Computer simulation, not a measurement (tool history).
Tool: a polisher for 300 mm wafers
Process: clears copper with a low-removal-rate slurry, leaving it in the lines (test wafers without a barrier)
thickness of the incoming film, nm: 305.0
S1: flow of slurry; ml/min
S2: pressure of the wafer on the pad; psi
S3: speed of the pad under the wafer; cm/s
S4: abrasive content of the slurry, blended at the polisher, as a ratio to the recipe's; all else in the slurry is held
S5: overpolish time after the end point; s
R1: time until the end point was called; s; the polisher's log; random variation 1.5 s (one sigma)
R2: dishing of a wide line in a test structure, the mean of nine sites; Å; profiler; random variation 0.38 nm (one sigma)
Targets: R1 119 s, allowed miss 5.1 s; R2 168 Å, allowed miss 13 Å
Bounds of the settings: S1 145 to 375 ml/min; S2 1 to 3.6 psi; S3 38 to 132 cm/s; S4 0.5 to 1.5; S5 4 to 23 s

{"run": 1, "hour": 0.0, "S1": 240, "S2": 2.3, "S3": 84, "S4": 1, "S5": 12, "R1": 167.3, "R2": 179.82}
{"run": 2, "hour": 4.0, "S1": 240, "S2": 2.7, "S3": 84, "S4": 1, "S5": 12, "R1": 146.47, "R2": 203.28}
{"run": 3, "hour": 7.0, "S1": 240, "S2": 2.7, "S3": 72, "S4": 1, "S5": 12, "R1": 165.2, "R2": 172.42}
{"run": 4, "hour": 15.1, "S1": 300, "S2": 2.7, "S3": 72, "S4": 1, "S5": 12, "R1": 165.51, "R2": 175.81}
{"run": 5, "hour": 17.6, "S1": 300, "S2": 3, "S3": 72, "S4": 1, "S5": 12, "R1": 150.33, "R2": 191.4}
{"run": 6, "hour": 25.3, "S1": 300, "S2": 2.5, "S3": 72, "S4": 1, "S5": 12, "R1": 173.97, "R2": 174.92}
{"hour": 28.0, "done": "slurry nozzle cleaned"}
{"run": 7, "hour": 28.0, "S1": 305, "S2": 3.1, "S3": 76, "S4": 1, "S5": 7, "R1": 131.09, "R2": 138.23}
{"run": 8, "hour": 29.4, "S1": 305, "S2": 3.1, "S3": 76, "S4": 1, "S5": 7, "R1": 131.17, "R2": 137.53}

Which of these 4 next moves meets every target?
{"run": "A", "hour": 30.8, "S1": 175, "S2": 2.9, "S3": 80, "S4": 1.2, "S5": 7, "R1": "?", "R2": "?"}
{"run": "B", "hour": 30.8, "S1": 295, "S2": 3.3, "S3": 70, "S4": 1.05, "S5": 7, "R1": "?", "R2": "?"}
{"run": "C", "hour": 30.8, "S1": 290, "S2": 3.1, "S3": 86, "S4": 0.9, "S5": 8, "R1": "?", "R2": "?"}
{"run": "D", "hour": 30.8, "S1": 300, "S2": 3.4, "S3": 76, "S4": 1.05, "S5": 7, "R1": "?", "R2": "?"}

move=A R1=136.4 R2=133.5
move=B R1=133.99 R2=136.09
move=C R1=121.19 R2=169.72
move=D R1=120.32 R2=150.87
A: further off than the last run
B: further off than the last run
C: meets every target
D: brings the result that was furthest off to its target, and leaves another outside
Answer: C
